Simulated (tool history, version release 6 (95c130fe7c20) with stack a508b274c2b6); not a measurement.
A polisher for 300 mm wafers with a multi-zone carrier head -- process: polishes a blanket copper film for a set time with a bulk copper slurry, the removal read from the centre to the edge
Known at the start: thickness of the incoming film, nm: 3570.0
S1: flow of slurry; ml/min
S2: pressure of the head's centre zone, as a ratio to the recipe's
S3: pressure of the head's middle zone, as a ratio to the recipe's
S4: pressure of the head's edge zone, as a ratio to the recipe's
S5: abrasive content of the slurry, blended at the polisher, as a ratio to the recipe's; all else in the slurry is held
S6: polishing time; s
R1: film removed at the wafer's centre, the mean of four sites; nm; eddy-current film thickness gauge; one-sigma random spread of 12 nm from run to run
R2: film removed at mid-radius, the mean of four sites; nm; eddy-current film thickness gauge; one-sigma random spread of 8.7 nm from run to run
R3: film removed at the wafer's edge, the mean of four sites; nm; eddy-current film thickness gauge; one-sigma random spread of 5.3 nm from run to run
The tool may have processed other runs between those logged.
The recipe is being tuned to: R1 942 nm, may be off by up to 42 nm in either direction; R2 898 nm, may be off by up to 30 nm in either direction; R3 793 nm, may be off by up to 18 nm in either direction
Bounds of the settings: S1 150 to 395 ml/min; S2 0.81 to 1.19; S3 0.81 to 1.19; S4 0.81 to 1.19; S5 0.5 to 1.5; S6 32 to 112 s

run 1 hour=0 | S1=250 S2=1 S3=1 S4=1 S5=1 S6=72 | R1=617.9 R2=607.82 R3=628.55
run 2 hour=5.5 | S1=270 S2=1.05 S3=1.05 S4=1.01 S5=1.15 S6=74 | R1=675.24 R2=664 R3=675.7
run 3 hour=11.1 | S1=285 S2=1.09 S3=1.09 S4=0.97 S5=1.25 S6=77 | R1=767.87 R2=737.77 R3=703.16
run 4 hour=16.8 | S1=300 S2=1.11 S3=1.12 S4=0.97 S5=1.3 S6=78 | R1=796.8 R2=773.38 R3=718.58
run 5 hour=19.8 | S1=300 S2=1.11 S3=1.12 S4=0.97 S5=1.45 S6=78 | R1=810.5 R2=783.03 R3=737.42
run 6 hour=27.2 | S1=310 S2=1.13 S3=1.14 S4=0.97 S5=1.45 S6=79 | R1=843.76 R2=796.39 R3=746.12
run 7 hour=33.1 | S1=315 S2=1.14 S3=1.15 S4=0.96 S5=1.45 S6=81 | R1=884.65 R2=824.87 R3=757.94
run 8 hour=34.1 | S1=320 S2=1.14 S3=1.16 S4=0.96 S5=1.45 S6=82 | R1=882.85 R2=853.89 R3=775.55
run 9 hour=41.1 | S1=325 S2=1.15 S3=1.17 S4=0.96 S5=1.45 S6=82 | R1=902.45 R2=870.32 R3=772.17
run 10 hour=44.9 | S1=330 S2=1.16 S3=1.17 S4=0.97 S5=1.45 S6=82 | R1=906.55 R2=860 R3=769.84

Consider the 5 candidate settings below. Which is the only one whose results all fall within their allowed miss of target?
run A hour=48.7 | S1=350 S2=1.04 S3=1.16 S4=0.93 S5=1.25 S6=89 | R1=? R2=? R3=?
run B hour=48.7 | S1=360 S2=1.19 S3=1.19 S4=1 S5=1.3 S6=84 | R1=? R2=? R3=?
run C hour=48.7 | S1=300 S2=1.09 S3=1.1 S4=1.06 S5=1.45 S6=84 | R1=? R2=? R3=?
run D hour=48.7 | S1=320 S2=1.12 S3=1.19 S4=0.94 S5=1.35 S6=82 | R1=? R2=? R3=?
run E hour=48.7 | S1=340 S2=1.1 S3=1.09 S4=0.99 S5=1.45 S6=81 | R1=? R2=? R3=?

move=A R1=851.63 R2=912 R3=799.35
move=B R1=930.57 R2=888.37 R3=786.36
move=C R1=857.74 R2=838.05 R3=818.52
move=D R1=852.95 R2=866.7 R3=747.75
move=E R1=843.98 R2=809.96 R3=771.16
A: the worst result of the last run now meets its target, but another is out of spec
B: hits every target within its allowed miss
C: carries the result that was furthest off beyond its target, to the other side
D: its largest miss is bigger than the last run's
E: its largest miss is bigger than the last run's
The move that meets every target is B.
